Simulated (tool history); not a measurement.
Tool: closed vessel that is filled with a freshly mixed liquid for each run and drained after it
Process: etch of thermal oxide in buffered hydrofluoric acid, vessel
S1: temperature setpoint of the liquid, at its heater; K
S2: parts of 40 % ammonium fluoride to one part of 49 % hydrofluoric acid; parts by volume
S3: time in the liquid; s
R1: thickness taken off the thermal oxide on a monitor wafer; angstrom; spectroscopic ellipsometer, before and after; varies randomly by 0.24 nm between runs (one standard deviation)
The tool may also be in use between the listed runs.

{"run": 1, "hour": 0.0, "S1": 298.15, "S2": 22.5, "S3": 105, "R1": 588.55}
{"run": 2, "hour": 8.7, "S1": 298.15, "S2": 26.5, "S3": 105, "R1": 523.62}
{"run": 3, "hour": 15.5, "S1": 298.15, "S2": 26.5, "S3": 110, "R1": 547.74}
{"run": 4, "hour": 17.9, "S1": 298.15, "S2": 26.5, "S3": 105, "R1": 525.87}
{"hour": 22.3, "done": "hydrofluoric acid flow meter replaced"}
{"run": 5, "hour": 22.3, "S1": 298.15, "S2": 24, "S3": 105, "R1": 592.22}
{"run": 6, "hour": 27.8, "S1": 298.15, "S2": 24, "S3": 105, "R1": 591.7}
{"run": 7, "hour": 37.2, "S1": 296.15, "S2": 24, "S3": 105, "R1": 525.06}

Run 8 has not been measured yet. What should we expect?
{"run": 8, "hour": 45.1, "S1": 292.15, "S2": 24.5, "S3": 105, "R1": "?"}

Run 8 gave R1 416.07 angstrom.

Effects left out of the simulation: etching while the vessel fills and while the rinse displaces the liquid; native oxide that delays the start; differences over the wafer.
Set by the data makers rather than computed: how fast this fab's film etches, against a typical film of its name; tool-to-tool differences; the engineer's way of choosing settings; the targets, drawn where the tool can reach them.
